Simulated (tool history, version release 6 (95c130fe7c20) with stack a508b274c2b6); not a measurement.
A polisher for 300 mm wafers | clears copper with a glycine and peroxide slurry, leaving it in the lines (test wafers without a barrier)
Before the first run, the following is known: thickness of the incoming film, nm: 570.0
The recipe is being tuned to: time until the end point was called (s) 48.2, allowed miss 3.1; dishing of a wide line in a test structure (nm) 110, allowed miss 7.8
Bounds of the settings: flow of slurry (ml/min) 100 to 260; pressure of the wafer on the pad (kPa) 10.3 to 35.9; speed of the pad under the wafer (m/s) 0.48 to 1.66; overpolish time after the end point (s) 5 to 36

| run | hour | flow of slurry (ml/min) | pressure of the wafer on the pad (kPa) | speed of the pad under the wafer (m/s) | overpolish time after the end point (s) | time until the end point was called (s) | dishing of a wide line in a test structure (nm) |
|---|---|---|---|---|---|---|---|
| 1 | 0 | 165 | 22.8 | 1.06 | 18 | 80.609 | 67.198 |
| 2 | 6.4 | 140 | 22.8 | 1.06 | 18 | 82.482 | 65.077 |
| 3 | 8.7 | 140 | 25.5 | 1.08 | 19 | 79.492 | 72.453 |
| 4 | 11.4 | 155 | 25.5 | 1.08 | 19 | 77.351 | 74.273 |
| 5 | 15 | 155 | 25.5 | 0.88 | 19 | 90.081 | 64.255 |
| 6 | 21.5 | 155 | 27.6 | 0.88 | 19 | 86.31 | 71.227 |
| 7 | 26.4 | 160 | 29 | 0.96 | 18 | 76.565 | 74.258 |
| 8 | 30.6 | 170 | 35.9 | 1.26 | 20 | 51.127 | 94.637 |

Exercise: of the 5 proposed moves below, exactly one satisfies all targets within the stated allowed misses. Which move is it?
| A | 34.8 | 170 | 35.2 | 1.2 | 26 | ? | ? |
| B | 34.8 | 190 | 33.1 | 1.26 | 13 | ? | ? |
| C | 34.8 | 170 | 35.9 | 1.46 | 13 | ? | ? |
| D | 34.8 | 215 | 35.9 | 1.32 | 24 | ? | ? |
| E | 34.8 | 205 | 32.4 | 1.36 | 21 | ? | ? |

| move | time until the end point was called (s) | dishing of a wide line in a test structure (nm) |
|---|---|---|
| A | 56.093 | 101.91 |
| B | 55.136 | 69.969 |
| C | 46.262 | 78.108 |
| D | 49.138 | 103.79 |
| E | 51.698 | 95.055 |
A: the biggest miss grows against the last run
B: the biggest miss grows against the last run
C: the biggest miss grows against the last run
D: in spec on every target
E: as far off as the last run
D is the move that brings every result within its allowed miss.
